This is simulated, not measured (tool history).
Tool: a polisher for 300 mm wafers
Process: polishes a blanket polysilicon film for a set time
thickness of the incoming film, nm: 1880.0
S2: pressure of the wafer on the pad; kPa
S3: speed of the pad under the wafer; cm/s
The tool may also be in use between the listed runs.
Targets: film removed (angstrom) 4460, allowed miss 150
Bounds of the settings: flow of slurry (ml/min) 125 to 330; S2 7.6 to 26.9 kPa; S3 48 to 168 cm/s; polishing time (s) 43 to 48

{"run": 1, "day": 0.0, "flow of slurry (ml/min)": 210, "S2": 17.2, "S3": 108, "polishing time (s)": 48, "film removed (angstrom)": 3829.4}
{"run": 2, "day": 0.112, "flow of slurry (ml/min)": 230, "S2": 17.2, "S3": 108, "polishing time (s)": 48, "film removed (angstrom)": 3843.9}
{"run": 3, "day": 0.367, "flow of slurry (ml/min)": 230, "S2": 17.2, "S3": 94, "polishing time (s)": 48, "film removed (angstrom)": 3586}
{"run": 4, "day": 0.458, "flow of slurry (ml/min)": 185, "S2": 17.2, "S3": 94, "polishing time (s)": 48, "film removed (angstrom)": 3464.8}
{"run": 5, "day": 0.612, "flow of slurry (ml/min)": 185, "S2": 17.9, "S3": 94, "polishing time (s)": 48, "film removed (angstrom)": 3607}
{"run": 6, "day": 0.983, "flow of slurry (ml/min)": 185, "S2": 18.6, "S3": 94, "polishing time (s)": 48, "film removed (angstrom)": 3758.5}
{"run": 7, "day": 1.358, "flow of slurry (ml/min)": 185, "S2": 20, "S3": 94, "polishing time (s)": 48, "film removed (angstrom)": 3976}
{"run": 8, "day": 1.383, "flow of slurry (ml/min)": 185, "S2": 21.4, "S3": 94, "polishing time (s)": 48, "film removed (angstrom)": 4279.1}

Which of these 4 next moves meets every target?
{"run": "A", "day": 1.408, "flow of slurry (ml/min)": 245, "S2": 22.8, "S3": 90, "polishing time (s)": 43, "film removed (angstrom)": "?"}
{"run": "B", "day": 1.408, "flow of slurry (ml/min)": 195, "S2": 26.2, "S3": 76, "polishing time (s)": 46, "film removed (angstrom)": "?"}
{"run": "C", "day": 1.408, "flow of slurry (ml/min)": 185, "S2": 19.3, "S3": 104, "polishing time (s)": 48, "film removed (angstrom)": "?"}
{"run": "D", "day": 1.408, "flow of slurry (ml/min)": 180, "S2": 21.4, "S3": 92, "polishing time (s)": 46, "film removed (angstrom)": "?"}

move=A film_removed_(angstrom)=4008.2
move=B film_removed_(angstrom)=4353.8
move=C film_removed_(angstrom)=4026.5
move=D film_removed_(angstrom)=3939
A: further off than the last run
B: meets every target
C: further off than the last run
D: further off than the last run
Answer: B
